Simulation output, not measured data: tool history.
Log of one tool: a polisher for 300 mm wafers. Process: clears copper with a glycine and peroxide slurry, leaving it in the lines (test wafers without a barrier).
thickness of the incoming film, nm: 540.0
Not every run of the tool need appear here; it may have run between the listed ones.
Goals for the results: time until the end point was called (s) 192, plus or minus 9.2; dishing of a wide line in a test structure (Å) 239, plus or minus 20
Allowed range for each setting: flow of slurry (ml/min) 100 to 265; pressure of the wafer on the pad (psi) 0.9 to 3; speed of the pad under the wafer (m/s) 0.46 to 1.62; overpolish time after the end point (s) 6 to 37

run	hour	flow of slurry (ml/min)	pressure of the wafer on the pad (psi)	speed of the pad under the wafer (m/s)	overpolish time after the end point (s)	time until the end point was called (s)	dishing of a wide line in a test structure (Å)
1	0	170	1.9	1.04	19	113.79	574.43
2	1.6	170	2.4	1.04	19	93.506	675.83
3	5.6	170	2	0.96	15	115.5	489.63
4	6.5	170	2	1.08	15	104.92	504.02
5	13.3	165	1.7	1	13	124.51	396.42
6	13.8	160	1.5	0.94	12	139.95	324.17
7	16.1	155	1.3	0.9	12	166.39	290.48
8	16.9	150	1.2	0.9	12	173.11	278.6

Which single option among these 5 for the next run brings every result within its allowed miss of target? Just one does.
A	17.7	175	1.4	0.86	15	?	?
B	17.7	170	1.1	0.88	15	?	?
C	17.7	120	1.4	0.7	15	?	?
D	17.7	145	1.1	0.8	11	?	?
E	17.7	105	1.4	0.84	13	?	?

move	time until the end point was called (s)	dishing of a wide line in a test structure (Å)
A	159.96	374.12
B	185.83	329.09
C	186.08	331.58
D	198.32	237.71
E	173.66	309.4
A: the biggest miss grows against the last run
B: puts the biggest miss on target and leaves a different result outside tolerance
C: puts the biggest miss on target and leaves a different result outside tolerance
D: in spec on every target
E: the biggest miss grows against the last run
The right move is D.
